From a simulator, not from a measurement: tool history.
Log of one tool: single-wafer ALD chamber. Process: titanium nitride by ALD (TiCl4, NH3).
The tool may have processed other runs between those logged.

run,hour,heater temperature setpoint (deg C),number of ALD cycles (cycles),NH3 pulse time (s),mean film thickness on the monitor wafer (angstrom)
1,0,385,102,1.43,22.97
2,6,374,102,1.43,22.674
3,8.6,371,102,1.25,22.196
4,15.7,369,102,1.12,21.63
5,19.5,369,102,1.12,21.683
6,20.9,369,102,1.53,22.584
7,27,367,102,1.39,22.185
8,30.9,366,102,1.28,21.875

Forecast run 9:
9,33.1,366,102,1.28,?

mean film thickness on the monitor wafer (angstrom): 21.897
